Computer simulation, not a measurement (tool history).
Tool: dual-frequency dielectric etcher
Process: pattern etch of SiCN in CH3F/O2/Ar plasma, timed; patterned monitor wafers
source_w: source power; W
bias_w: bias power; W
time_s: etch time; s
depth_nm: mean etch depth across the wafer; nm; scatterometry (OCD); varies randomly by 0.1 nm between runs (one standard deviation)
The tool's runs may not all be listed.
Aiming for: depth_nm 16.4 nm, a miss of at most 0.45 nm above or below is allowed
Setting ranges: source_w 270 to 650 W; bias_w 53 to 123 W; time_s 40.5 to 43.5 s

{"run": 1, "hour": 0.0, "source_w": 460, "bias_w": 88, "time_s": 43.5, "depth_nm": 18.783}
{"run": 2, "hour": 0.6, "source_w": 520, "bias_w": 88, "time_s": 43.5, "depth_nm": 19.548}
{"run": 3, "hour": 3.0, "source_w": 520, "bias_w": 96, "time_s": 43.5, "depth_nm": 20.055}
{"run": 4, "hour": 8.9, "source_w": 520, "bias_w": 96, "time_s": 43.5, "depth_nm": 19.976}
{"run": 5, "hour": 14.0, "source_w": 490, "bias_w": 92, "time_s": 43, "depth_nm": 19.21}
{"run": 6, "hour": 15.4, "source_w": 570, "bias_w": 92, "time_s": 43, "depth_nm": 20.325}
{"run": 7, "hour": 19.8, "source_w": 470, "bias_w": 74, "time_s": 42, "depth_nm": 17.527}
{"run": 8, "hour": 27.1, "source_w": 400, "bias_w": 67, "time_s": 41.5, "depth_nm": 16.076}

Which of these 5 next moves meets every target?
{"run": "A", "hour": 34.4, "source_w": 400, "bias_w": 65, "time_s": 40.5, "depth_nm": "?"}
{"run": "B", "hour": 34.4, "source_w": 360, "bias_w": 69, "time_s": 42, "depth_nm": "?"}
{"run": "C", "hour": 34.4, "source_w": 440, "bias_w": 65, "time_s": 41.5, "depth_nm": "?"}
{"run": "D", "hour": 34.4, "source_w": 380, "bias_w": 60, "time_s": 41.5, "depth_nm": "?"}
{"run": "E", "hour": 34.4, "source_w": 390, "bias_w": 62, "time_s": 40.5, "depth_nm": "?"}

move=A depth_nm=15.303
move=B depth_nm=15.541
move=C depth_nm=16.208
move=D depth_nm=15.107
move=E depth_nm=14.994
A: further off than the last run
B: further off than the last run
C: all results in spec
D: further off than the last run
E: further off than the last run
Answer: C
